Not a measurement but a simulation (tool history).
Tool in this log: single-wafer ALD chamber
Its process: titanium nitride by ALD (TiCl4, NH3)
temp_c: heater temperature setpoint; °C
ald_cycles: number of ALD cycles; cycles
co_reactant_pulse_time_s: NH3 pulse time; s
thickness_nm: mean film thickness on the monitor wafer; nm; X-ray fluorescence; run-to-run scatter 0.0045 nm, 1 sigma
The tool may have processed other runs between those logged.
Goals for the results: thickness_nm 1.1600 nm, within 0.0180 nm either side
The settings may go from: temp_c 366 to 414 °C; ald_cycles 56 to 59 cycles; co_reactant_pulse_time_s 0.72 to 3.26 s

run,hour,temp_c,ald_cycles,co_reactant_pulse_time_s,thickness_nm
1,0.0,390,59,1.99,1.3230
2,4.7,387,59,1.83,1.3135
3,9.4,384,59,1.69,1.3009
4,12.9,382,59,1.56,1.2780
5,18.8,381,59,1.49,1.2791
6,23.7,380,59,1.39,1.2716
7,31.9,379,59,1.30,1.2598
8,36.7,378,59,1.24,1.2473
9,40.7,377,59,1.20,1.2406
10,42.9,376,59,1.18,1.2293
11,47.9,375,59,1.18,1.2295
12,56.1,374,59,1.18,1.2298
# hour 57.6: thermocouple changed; heater temperature recalibrated
13,57.6,373,59,1.18,1.2447
14,62.6,385,56,0.72,1.1159
15,64.0,385,57,0.72,1.1386

Exercise: of the 5 proposed moves below, exactly one satisfies all targets within the stated allowed misses. Which move is it?
A,65.4,384,56,0.72,?
B,65.4,371,57,0.76,?
C,65.4,384,58,0.77,?
D,65.4,388,56,0.72,?
E,65.4,384,57,0.72,?

move,thickness_nm
A,1.1103
B,1.1003
C,1.1666
D,1.1222
E,1.1301
A: moves away from the targets compared with the last run
B: moves away from the targets compared with the last run
C: all results in spec
D: moves away from the targets compared with the last run
E: moves away from the targets compared with the last run
The right move is C.
